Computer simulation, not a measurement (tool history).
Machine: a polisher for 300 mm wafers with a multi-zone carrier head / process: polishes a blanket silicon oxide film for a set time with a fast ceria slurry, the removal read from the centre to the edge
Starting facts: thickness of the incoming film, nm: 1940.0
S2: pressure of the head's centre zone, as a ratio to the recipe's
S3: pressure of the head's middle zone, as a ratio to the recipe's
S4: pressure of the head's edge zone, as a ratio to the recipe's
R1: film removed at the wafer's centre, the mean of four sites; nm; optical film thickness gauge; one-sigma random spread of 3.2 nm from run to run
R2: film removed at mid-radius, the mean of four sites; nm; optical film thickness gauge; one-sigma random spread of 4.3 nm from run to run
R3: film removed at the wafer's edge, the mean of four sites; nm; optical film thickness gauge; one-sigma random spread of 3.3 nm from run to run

Run 1, hour 0.0: flow of slurry (ml/min) 200, S2 1.00, S3 1.00, S4 1.00, polishing time (s) 36. Result: R1 481.92 nm, R2 521.66 nm, R3 496.19 nm.
Run 2, hour 5.5: flow of slurry (ml/min) 200, S2 1.00, S3 0.94, S4 1.00, polishing time (s) 36. Result: R1 489.47 nm, R2 487.80 nm, R3 501.89 nm.
Run 3, hour 13.4: flow of slurry (ml/min) 200, S2 1.00, S3 0.87, S4 1.00, polishing time (s) 36. Result: R1 480.83 nm, R2 467.94 nm, R3 499.51 nm.
Run 4, hour 19.9: flow of slurry (ml/min) 195, S2 0.98, S3 0.86, S4 0.96, polishing time (s) 32. Result: R1 418.58 nm, R2 401.75 nm, R3 435.79 nm.
Run 5, hour 27.2: flow of slurry (ml/min) 195, S2 0.98, S3 0.86, S4 0.96, polishing time (s) 24. Result: R1 320.40 nm, R2 298.55 nm, R3 321.08 nm.
Run 6, hour 31.2: flow of slurry (ml/min) 195, S2 1.03, S3 0.86, S4 0.96, polishing time (s) 24. Result: R1 338.62 nm, R2 298.39 nm, R3 331.92 nm.
Run 7, hour 34.5: flow of slurry (ml/min) 190, S2 1.00, S3 0.88, S4 0.97, polishing time (s) 24. Result: R1 316.10 nm, R2 307.95 nm, R3 325.80 nm.

What does the tool deliver on the next run?
Run 8, hour 35.1: flow of slurry (ml/min) 200, S2 0.99, S3 0.92, S4 0.98, polishing time (s) 25. Result: R1 ?, R2 ?, R3 ?.

R1: 333.49 nm
R2: 332.13 nm
R3: 347.71 nm

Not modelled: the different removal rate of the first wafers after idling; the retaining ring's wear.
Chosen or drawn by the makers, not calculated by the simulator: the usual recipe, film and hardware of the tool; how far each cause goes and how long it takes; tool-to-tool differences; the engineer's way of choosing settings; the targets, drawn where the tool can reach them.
